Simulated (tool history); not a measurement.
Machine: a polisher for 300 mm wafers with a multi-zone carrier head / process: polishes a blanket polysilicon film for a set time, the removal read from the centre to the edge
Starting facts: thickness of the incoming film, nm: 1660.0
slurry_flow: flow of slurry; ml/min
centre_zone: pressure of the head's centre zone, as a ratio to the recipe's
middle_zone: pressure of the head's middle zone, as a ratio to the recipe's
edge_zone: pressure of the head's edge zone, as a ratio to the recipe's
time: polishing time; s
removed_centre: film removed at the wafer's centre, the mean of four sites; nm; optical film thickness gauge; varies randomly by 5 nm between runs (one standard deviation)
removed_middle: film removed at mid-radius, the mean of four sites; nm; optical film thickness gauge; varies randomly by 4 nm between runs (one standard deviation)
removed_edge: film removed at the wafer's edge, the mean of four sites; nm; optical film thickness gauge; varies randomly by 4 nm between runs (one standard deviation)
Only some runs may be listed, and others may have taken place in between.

run    day  slurry_flow  centre_zone  middle_zone  edge_zone  time  removed_centre  removed_middle  removed_edge
  1  0.000          265         1.00         1.00       1.00    84          502.59          501.21        491.25
  2  0.062          250         0.98         0.94       1.02    84          485.11          468.28        499.15
  3  0.292          240         0.98         0.90       1.02    84          487.10          444.29        493.50
  4  0.496          230         0.97         0.88       1.03    84          478.78          438.02        493.78
  5  0.825          230         0.97         0.93       1.03    84          483.57          460.57        491.68
  6  1.175          230         0.97         0.93       1.03    66          375.49          352.71        386.92

Run 7 has not been measured yet. What should we expect?
  7  1.333          260         0.99         0.93       1.08    69               ?               ?             ?

Run 7 came out at removed_centre 412.13 nm, removed_middle 379.10 nm, removed_edge 420.41 nm.
